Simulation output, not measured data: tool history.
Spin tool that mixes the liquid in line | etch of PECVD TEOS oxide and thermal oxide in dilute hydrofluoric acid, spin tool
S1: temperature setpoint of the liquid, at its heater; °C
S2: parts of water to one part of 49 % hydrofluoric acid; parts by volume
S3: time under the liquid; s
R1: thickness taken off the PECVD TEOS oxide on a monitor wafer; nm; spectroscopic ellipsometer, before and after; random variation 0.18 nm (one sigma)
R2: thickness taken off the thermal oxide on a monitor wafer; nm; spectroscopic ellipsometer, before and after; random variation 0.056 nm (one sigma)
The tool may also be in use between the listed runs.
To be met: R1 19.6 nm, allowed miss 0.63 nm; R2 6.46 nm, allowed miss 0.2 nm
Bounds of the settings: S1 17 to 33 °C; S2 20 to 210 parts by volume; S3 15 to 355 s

run	hour	S1	S2	S3	R1	R2
1	0	25	115	180	24.831	8.1436
2	3.3	23.5	115	180	22.8	7.7916
3	6.1	23.5	115	255	33.086	10.799
4	13.8	22	125	255	28.231	9.2282
5	16.2	21	130	255	25.847	8.4318
6	20.1	21	130	315	31.902	10.472
7	25.4	20	140	315	28.328	9.4468
8	31	19.5	145	315	26.863	8.8845
9	39.3	19	150	315	25.146	8.2739
10	43.4	18.5	155	315	23.901	7.9266
11	48.9	18	160	315	22.427	7.4012
12	57.1	18	160	315	21.93	7.4106
13	62.4	18	165	315	21.325	7.163
14	70.2	18	165	315	21.396	7.2006

4 next moves are on the table. One of them brings every result within its allowed miss. Which?
A	78	17	105	165	?	?
B	78	17.5	135	230	?	?
C	78	17	95	150	?	?
D	78	19	205	325	?	?

move	R1	R2
A	18.227	6.0893
B	19.571	6.5384
C	18.505	6.1824
D	18.062	6.0342
A: takes the result that was furthest off past its target
B: meets every target
C: takes the result that was furthest off past its target
D: takes the result that was furthest off past its target
Move B is the one to make.

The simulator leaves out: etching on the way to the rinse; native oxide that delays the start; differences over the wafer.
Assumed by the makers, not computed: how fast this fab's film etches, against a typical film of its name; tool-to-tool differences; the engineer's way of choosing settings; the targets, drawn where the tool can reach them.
